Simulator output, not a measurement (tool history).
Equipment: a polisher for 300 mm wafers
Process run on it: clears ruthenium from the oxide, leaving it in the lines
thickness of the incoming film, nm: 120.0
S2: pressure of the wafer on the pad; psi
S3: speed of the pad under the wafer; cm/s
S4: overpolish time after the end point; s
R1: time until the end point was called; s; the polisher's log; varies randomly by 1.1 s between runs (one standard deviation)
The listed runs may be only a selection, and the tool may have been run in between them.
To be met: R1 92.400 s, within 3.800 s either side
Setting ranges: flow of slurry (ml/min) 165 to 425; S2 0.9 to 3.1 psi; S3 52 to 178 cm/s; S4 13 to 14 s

Run 1, hour 0.0: flow of slurry (ml/min) 275, S2 2.0 psi, S3 114 cm/s, S4 13 s. Result: R1 78.010 s.
Run 2, hour 1.1: flow of slurry (ml/min) 275, S2 1.9 psi, S3 114 cm/s, S4 13 s. Result: R1 80.856 s.
Run 3, hour 4.2: flow of slurry (ml/min) 325, S2 1.9 psi, S3 114 cm/s, S4 13 s. Result: R1 78.325 s.
Run 4, hour 4.9: flow of slurry (ml/min) 315, S2 1.8 psi, S3 114 cm/s, S4 13 s. Result: R1 81.258 s.
Run 5, hour 7.1: flow of slurry (ml/min) 315, S2 1.8 psi, S3 114 cm/s, S4 14 s. Result: R1 83.656 s.
Run 6, hour 12.7: flow of slurry (ml/min) 315, S2 1.8 psi, S3 114 cm/s, S4 14 s. Result: R1 83.291 s.
At hour 18.5: slurry nozzle cleaned.
Run 7, hour 18.5: flow of slurry (ml/min) 310, S2 1.8 psi, S3 114 cm/s, S4 14 s. Result: R1 80.587 s.
Run 8, hour 23.5: flow of slurry (ml/min) 310, S2 1.5 psi, S3 112 cm/s, S4 14 s. Result: R1 97.957 s.

Exactly one of the 4 candidate moves below puts every result within its allowed miss. Which one?
Run A, hour 28.5: flow of slurry (ml/min) 330, S2 1.5 psi, S3 120 cm/s, S4 14 s. Result: R1 ?.
Run B, hour 28.5: flow of slurry (ml/min) 400, S2 1.6 psi, S3 92 cm/s, S4 14 s. Result: R1 ?.
Run C, hour 28.5: flow of slurry (ml/min) 315, S2 1.7 psi, S3 122 cm/s, S4 14 s. Result: R1 ?.
Run D, hour 28.5: flow of slurry (ml/min) 330, S2 1.5 psi, S3 104 cm/s, S4 14 s. Result: R1 ?.

move       R1
   A   90.015
   B  108.620
   C   79.538
   D  103.410
A: every result lands within tolerance
B: further off than the last run
C: the result that was furthest off in the last run now lies on the other side of its target
D: further off than the last run
Correct choice: A, which meets every target

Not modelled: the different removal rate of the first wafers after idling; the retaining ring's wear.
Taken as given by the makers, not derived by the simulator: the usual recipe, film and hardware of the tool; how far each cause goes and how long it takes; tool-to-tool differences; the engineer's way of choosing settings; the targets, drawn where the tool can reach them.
